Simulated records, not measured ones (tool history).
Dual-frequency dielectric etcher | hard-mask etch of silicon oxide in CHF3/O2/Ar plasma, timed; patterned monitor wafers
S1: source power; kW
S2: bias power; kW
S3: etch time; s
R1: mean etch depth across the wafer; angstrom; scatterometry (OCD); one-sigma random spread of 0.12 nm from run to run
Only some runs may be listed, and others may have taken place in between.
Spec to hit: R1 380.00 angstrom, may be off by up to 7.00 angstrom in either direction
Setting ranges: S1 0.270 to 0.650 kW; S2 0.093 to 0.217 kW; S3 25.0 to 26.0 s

run  hour     S1     S2    S3      R1
  1   0.0  0.460  0.155  25.0  437.59
  2   6.3  0.500  0.155  25.0  453.93
  3  14.2  0.450  0.153  25.0  432.56
  4  23.0  0.450  0.153  26.0  446.97
     31.9  -- wet clean of the chamber
  5  31.9  0.450  0.153  26.0  463.02
  6  32.5  0.450  0.153  26.0  458.54
  7  37.8  0.410  0.147  26.0  436.36
  8  43.3  0.310  0.133  26.0  369.26

5 candidate next runs follow, results not yet known. Just one meets every target within its allowed miss. Identify it.
  A  48.8  0.300  0.171  25.5   ?
  B  48.8  0.280  0.147  26.0   ?
  C  48.8  0.270  0.197  25.0   ?
  D  48.8  0.310  0.150  25.0   ?
  E  48.8  0.330  0.101  26.0   ?

move      R1
   A  377.17
   B  352.53
   C  355.63
   D  364.24
   E  358.85
A: meets every target
B: further off than the last run
C: further off than the last run
D: further off than the last run
E: further off than the last run
Move A is the one to make.
